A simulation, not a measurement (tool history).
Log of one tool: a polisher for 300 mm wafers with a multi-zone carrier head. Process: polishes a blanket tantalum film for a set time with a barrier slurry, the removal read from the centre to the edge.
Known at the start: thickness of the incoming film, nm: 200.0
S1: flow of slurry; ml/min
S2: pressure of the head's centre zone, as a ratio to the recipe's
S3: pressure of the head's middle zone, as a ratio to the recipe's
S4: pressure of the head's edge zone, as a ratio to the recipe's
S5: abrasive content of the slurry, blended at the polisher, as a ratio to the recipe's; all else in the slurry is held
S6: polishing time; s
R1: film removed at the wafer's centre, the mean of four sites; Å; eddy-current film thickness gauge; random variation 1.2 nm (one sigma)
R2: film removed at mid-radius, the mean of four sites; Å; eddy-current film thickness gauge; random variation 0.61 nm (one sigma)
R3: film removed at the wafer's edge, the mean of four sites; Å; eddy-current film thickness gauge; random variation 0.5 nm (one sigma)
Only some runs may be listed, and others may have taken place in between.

Run 1, day 0.000: S1 200 ml/min, S2 1.00, S3 1.00, S4 1.00, S5 1.00, S6 41 s. Result: R1 834.86 Å, R2 818.39 Å, R3 842.90 Å.
Run 2, day 0.112: S1 200 ml/min, S2 1.00, S3 1.00, S4 1.00, S5 1.00, S6 32 s. Result: R1 645.58 Å, R2 639.85 Å, R3 658.24 Å.
Run 3, day 0.483: S1 200 ml/min, S2 0.92, S3 1.00, S4 1.00, S5 1.00, S6 32 s. Result: R1 594.50 Å, R2 631.01 Å, R3 650.27 Å.
Run 4, day 0.646: S1 200 ml/min, S2 0.92, S3 1.00, S4 1.00, S5 1.15, S6 32 s. Result: R1 625.51 Å, R2 667.84 Å, R3 684.14 Å.
Run 5, day 0.717: S1 215 ml/min, S2 0.97, S3 0.99, S4 1.03, S5 1.15, S6 32 s. Result: R1 674.70 Å, R2 674.61 Å, R3 696.09 Å.
Run 6, day 0.762: S1 215 ml/min, S2 0.93, S3 0.99, S4 1.03, S5 1.15, S6 32 s. Result: R1 641.75 Å, R2 670.76 Å, R3 693.80 Å.
Run 7, day 1.029: S1 215 ml/min, S2 0.97, S3 0.97, S4 1.06, S5 1.20, S6 32 s. Result: R1 672.85 Å, R2 663.83 Å, R3 722.33 Å.
Run 8, day 1.379: S1 225 ml/min, S2 1.01, S3 0.97, S4 1.08, S5 1.20, S6 32 s. Result: R1 701.11 Å, R2 665.03 Å, R3 725.92 Å.
Run 9, day 1.596: S1 230 ml/min, S2 1.04, S3 0.97, S4 1.10, S5 1.25, S6 32 s. Result: R1 755.30 Å, R2 668.36 Å, R3 744.90 Å.
Run 10, day 1.671: S1 235 ml/min, S2 1.05, S3 0.97, S4 1.12, S5 1.30, S6 32 s. Result: R1 775.60 Å, R2 678.60 Å, R3 758.58 Å.
Run 11, day 1.883: S1 240 ml/min, S2 1.06, S3 0.97, S4 1.13, S5 1.35, S6 32 s. Result: R1 783.37 Å, R2 700.07 Å, R3 770.28 Å.
Run 12, day 1.954: S1 245 ml/min, S2 1.07, S3 0.97, S4 1.14, S5 1.35, S6 32 s. Result: R1 780.02 Å, R2 696.27 Å, R3 782.94 Å.
Run 13, day 2.192: S1 250 ml/min, S2 1.09, S3 0.97, S4 1.15, S5 1.35, S6 32 s. Result: R1 802.50 Å, R2 694.38 Å, R3 780.71 Å.
Run 14, day 2.517: S1 255 ml/min, S2 1.10, S3 0.97, S4 1.16, S5 1.35, S6 32 s. Result: R1 809.80 Å, R2 702.51 Å, R3 780.01 Å.
Run 15, day 2.638: S1 255 ml/min, S2 1.11, S3 0.96, S4 1.16, S5 1.40, S6 32 s. Result: R1 828.73 Å, R2 693.85 Å, R3 794.36 Å.

Estimate the outcome of run 16 from the log above:
Run 16, day 2.988: S1 260 ml/min, S2 1.12, S3 0.96, S4 1.17, S5 1.40, S6 32 s. Result: R1 ?, R2 ?, R3 ?.

R1: 813.39 Å
R2: 700.06 Å
R3: 793.00 Å

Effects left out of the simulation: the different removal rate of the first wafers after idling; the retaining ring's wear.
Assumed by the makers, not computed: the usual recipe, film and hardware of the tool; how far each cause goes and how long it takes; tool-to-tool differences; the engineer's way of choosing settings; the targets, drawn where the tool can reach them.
